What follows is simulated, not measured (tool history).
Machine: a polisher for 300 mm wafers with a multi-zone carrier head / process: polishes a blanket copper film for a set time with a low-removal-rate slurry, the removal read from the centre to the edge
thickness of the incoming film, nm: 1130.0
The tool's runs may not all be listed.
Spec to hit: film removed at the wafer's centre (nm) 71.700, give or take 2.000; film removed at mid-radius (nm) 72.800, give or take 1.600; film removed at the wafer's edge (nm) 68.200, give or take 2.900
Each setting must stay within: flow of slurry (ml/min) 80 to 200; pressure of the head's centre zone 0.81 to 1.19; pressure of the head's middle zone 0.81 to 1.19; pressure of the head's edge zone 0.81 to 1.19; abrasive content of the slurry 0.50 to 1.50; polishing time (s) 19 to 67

run,day,flow of slurry (ml/min),pressure of the head's centre zone,pressure of the head's middle zone,pressure of the head's edge zone,abrasive content of the slurry,polishing time (s),film removed at the wafer's centre (nm),film removed at mid-radius (nm),film removed at the wafer's edge (nm)
1,0.000,130,1.00,1.00,1.00,1.00,43,119.050,116.530,115.190
2,0.342,130,1.00,1.00,1.00,0.85,43,113.370,113.420,111.480
3,0.504,130,1.00,0.99,0.97,0.80,41,106.830,106.670,104.990
4,0.742,100,1.00,0.99,0.97,0.80,41,100.240,101.770,101.380
5,0.821,105,1.00,0.99,0.95,0.75,39,96.810,95.838,95.817
6,0.867,105,1.07,0.99,0.95,0.75,39,104.550,95.877,94.256
7,0.933,105,1.06,0.99,0.93,0.70,37,95.103,89.809,85.921
8,1.167,105,1.05,0.98,0.91,0.65,36,90.872,86.017,82.031
9,1.317,105,1.03,0.97,0.90,0.60,35,86.129,80.800,80.569
10,1.388,105,1.03,0.97,0.90,0.60,35,84.835,80.674,78.849
11,1.421,105,1.02,0.97,0.89,0.60,35,84.859,80.460,78.876
12,1.758,105,1.01,0.97,0.88,0.60,34,81.817,78.567,78.141
13,1.888,90,1.00,1.03,0.81,0.50,30,66.513,68.118,61.774
14,2.046,95,1.00,1.03,0.82,0.50,30,66.729,68.730,61.359
15,2.188,100,1.00,1.03,0.83,0.50,30,67.980,69.880,63.889

Exercise: of the 4 proposed moves below, exactly one satisfies all targets within the stated allowed misses. Which move is it?
A,2.329,95,0.96,1.02,0.87,0.55,31,?,?,?
B,2.329,140,1.16,1.08,0.81,0.80,24,?,?,?
C,2.329,90,0.99,0.99,0.81,0.50,33,?,?,?
D,2.329,95,0.94,1.02,0.86,0.50,32,?,?,?

move,film removed at the wafer's centre (nm),film removed at mid-radius (nm),film removed at the wafer's edge (nm)
A,66.783,71.922,66.682
B,72.293,67.115,56.649
C,71.146,72.626,67.649
D,66.404,73.010,67.412
A: moves away from the targets compared with the last run
B: the furthest-off result lands on target, but another misses its tolerance
C: all results in spec
D: moves away from the targets compared with the last run
Move C is the one to make.

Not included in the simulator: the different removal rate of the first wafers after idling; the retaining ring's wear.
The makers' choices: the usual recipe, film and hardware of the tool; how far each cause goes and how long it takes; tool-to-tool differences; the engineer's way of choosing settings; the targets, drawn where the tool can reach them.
